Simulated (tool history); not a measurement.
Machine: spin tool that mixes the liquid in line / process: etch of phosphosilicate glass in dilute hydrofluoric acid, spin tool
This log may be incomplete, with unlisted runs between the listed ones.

run    day  temperature setpoint of the liquid (°C)  parts of water to one part of 49 % hydrofluoric acid (parts by volume)  time under the liquid (s)  thickness taken off the phosphosilicate glass on a monitor wafer (angstrom)
  1  0.000                                     22.0                                                                     200                         45                                                                       264.74
  2  0.204                                     22.0                                                                     200                         50                                                                       294.36
  3  0.575                                     21.5                                                                     200                         50                                                                       289.63
  4  0.829                                     21.5                                                                     200                         45                                                                       262.72
  5  1.096                                     21.0                                                                     200                         45                                                                       258.87
  6  1.158                                     21.0                                                                     200                         45                                                                       255.34
  7  1.317                                     20.5                                                                     200                         45                                                                       251.13
  8  1.475                                     20.0                                                                     200                         45                                                                       248.35

Expected results for the next run?
  9  1.633                                     19.5                                                                     200                         45                                                                            ?

For run 9 the tool returned thickness taken off the phosphosilicate glass on a monitor wafer (angstrom) 241.20.

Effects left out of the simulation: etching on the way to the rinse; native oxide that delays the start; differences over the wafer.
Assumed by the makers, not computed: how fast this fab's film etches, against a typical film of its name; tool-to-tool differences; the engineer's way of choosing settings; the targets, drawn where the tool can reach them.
